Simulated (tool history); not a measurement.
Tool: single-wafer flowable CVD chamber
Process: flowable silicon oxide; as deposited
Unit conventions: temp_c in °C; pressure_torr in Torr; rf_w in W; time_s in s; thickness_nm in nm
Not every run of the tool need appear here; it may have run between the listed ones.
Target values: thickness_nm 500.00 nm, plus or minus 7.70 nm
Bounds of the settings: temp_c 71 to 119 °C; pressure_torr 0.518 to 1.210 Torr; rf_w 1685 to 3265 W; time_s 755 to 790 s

run	hour	temp_c	pressure_torr	rf_w	time_s	thickness_nm
1	0.0	95	0.864	2475	790	806.74
2	7.4	95	0.864	2475	755	770.75
3	12.6	98	0.864	2475	755	698.33
4	13.9	100	0.864	2475	755	649.96
5	22.9	100	0.932	2475	755	700.11
6	31.9	102	0.932	2475	755	647.98
7	39.3	111	0.931	2475	755	476.81
# hour 43.1: capacitance manometer re-zeroed and calibrated
8	43.1	110	0.931	2475	755	467.44

Which single option among these 5 for the next run brings every result within its allowed miss of target? Just one does.
A	46.9	112	1.039	2870	785	?
B	46.9	116	1.053	2700	755	?
C	46.9	107	0.922	2245	755	?
D	46.9	107	0.906	2470	790	?
E	46.9	113	0.938	2650	789	?

move	thickness_nm
A	513.34
B	435.25
C	498.15
D	524.54
E	447.68
A: pushes the last run's worst result past its target
B: misses by more than the last run did
C: hits every target within its allowed miss
D: pushes the last run's worst result past its target
E: misses by more than the last run did
C is the move that brings every result within its allowed miss.

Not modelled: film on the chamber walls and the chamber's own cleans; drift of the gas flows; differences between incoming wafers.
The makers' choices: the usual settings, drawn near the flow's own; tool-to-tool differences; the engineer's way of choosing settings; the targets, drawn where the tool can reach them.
